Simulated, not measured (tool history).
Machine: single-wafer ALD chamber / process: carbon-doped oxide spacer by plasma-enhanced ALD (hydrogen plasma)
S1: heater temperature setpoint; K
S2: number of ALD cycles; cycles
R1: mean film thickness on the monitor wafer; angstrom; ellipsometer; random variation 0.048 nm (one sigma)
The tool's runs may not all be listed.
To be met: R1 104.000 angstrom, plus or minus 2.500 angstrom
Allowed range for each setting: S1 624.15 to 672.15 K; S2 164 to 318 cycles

run    day      S1   S2       R1
  1  0.000  648.15  241  120.550
  2  0.271  656.15  241  120.590
  3  0.571  656.15  254  129.220
  4  0.767  656.15  246  124.970
  5  0.896  656.15  239  120.720
  6  1.071  656.15  233  117.190
  7  1.267  656.15  229  115.400
  8  1.404  656.15  225  114.060
  9  1.646  656.15  221  111.410

Pick the move, out of 5, that brings all results within their allowed miss; only one does.
  A  1.888  655.15  196   ?
  B  1.888  653.15  226   ?
  C  1.888  656.15  251   ?
  D  1.888  647.15  206   ?
  E  1.888  671.15  217   ?

move       R1
   A   99.127
   B  114.300
   C  126.940
   D  104.180
   E  109.750
A: moves the result that the last run missed by most past its target, out the other side
B: its largest miss is bigger than the last run's
C: its largest miss is bigger than the last run's
D: every result within its allowed miss
E: nearer the targets than the last run, but a result is still out of spec
The move that meets every target is D.
